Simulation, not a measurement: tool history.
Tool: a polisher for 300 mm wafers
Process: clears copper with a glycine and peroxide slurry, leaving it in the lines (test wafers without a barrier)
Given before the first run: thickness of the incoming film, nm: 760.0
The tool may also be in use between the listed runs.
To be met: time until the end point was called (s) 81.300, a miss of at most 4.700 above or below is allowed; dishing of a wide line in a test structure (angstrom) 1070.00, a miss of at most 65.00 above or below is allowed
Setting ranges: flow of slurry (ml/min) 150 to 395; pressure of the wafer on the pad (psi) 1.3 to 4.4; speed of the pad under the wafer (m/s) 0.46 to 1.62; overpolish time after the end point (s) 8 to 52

| run | day | flow of slurry (ml/min) | pressure of the wafer on the pad (psi) | speed of the pad under the wafer (m/s) | overpolish time after the end point (s) | time until the end point was called (s) | dishing of a wide line in a test structure (angstrom) |
|---|---|---|---|---|---|---|---|
| 1 | 0.000 | 250 | 2.8 | 1.04 | 26 | 117.110 | 765.80 |
| 2 | 0.338 | 250 | 3.0 | 1.04 | 27 | 112.060 | 803.66 |
| 3 | 0.533 | 250 | 2.5 | 1.04 | 27 | 127.600 | 740.00 |
| 4 | 0.696 | 250 | 2.5 | 1.26 | 27 | 112.040 | 774.51 |
| 5 | 0.808 | 250 | 1.9 | 1.26 | 27 | 140.310 | 672.44 |
| 6 | 0.938 | 250 | 2.5 | 1.26 | 27 | 108.190 | 802.88 |
| 7 | 1.292 | 250 | 2.6 | 1.26 | 28 | 103.670 | 809.67 |
| 8 | 1.488 | 250 | 2.7 | 1.26 | 30 | 102.850 | 841.14 |
| 9 | 1.558 | 250 | 2.8 | 1.26 | 31 | 101.510 | 901.02 |
| 10 | 1.792 | 250 | 2.9 | 1.26 | 31 | 95.446 | 924.18 |
| 11 | 1.838 | 250 | 3.0 | 1.26 | 31 | 93.551 | 957.11 |
| 12 | 2.142 | 250 | 3.1 | 1.26 | 31 | 92.103 | 915.54 |
| 13 | 2.271 | 250 | 3.2 | 1.26 | 32 | 88.164 | 975.77 |
| 14 | 2.612 | 250 | 3.3 | 1.26 | 32 | 84.615 | 974.11 |
| 15 | 2.912 | 250 | 3.3 | 1.26 | 33 | 86.169 | 1029.90 |

Consider the 4 candidate settings below. Which is the only one whose results all fall within their allowed miss of target?
| A | 3.212 | 225 | 3.6 | 1.32 | 23 | ? | ? |
| B | 3.212 | 235 | 3.0 | 1.52 | 39 | ? | ? |
| C | 3.212 | 150 | 3.2 | 1.24 | 47 | ? | ? |
| D | 3.212 | 260 | 3.6 | 1.06 | 29 | ? | ? |

| move | time until the end point was called (s) | dishing of a wide line in a test structure (angstrom) |
|---|---|---|
| A | 76.581 | 890.36 |
| B | 79.044 | 1026.80 |
| C | 94.956 | 1056.00 |
| D | 91.400 | 922.71 |
A: takes the biggest miss from the last run beyond its target
B: meets every target
C: moves away from the targets compared with the last run
D: moves away from the targets compared with the last run
The right move is B.

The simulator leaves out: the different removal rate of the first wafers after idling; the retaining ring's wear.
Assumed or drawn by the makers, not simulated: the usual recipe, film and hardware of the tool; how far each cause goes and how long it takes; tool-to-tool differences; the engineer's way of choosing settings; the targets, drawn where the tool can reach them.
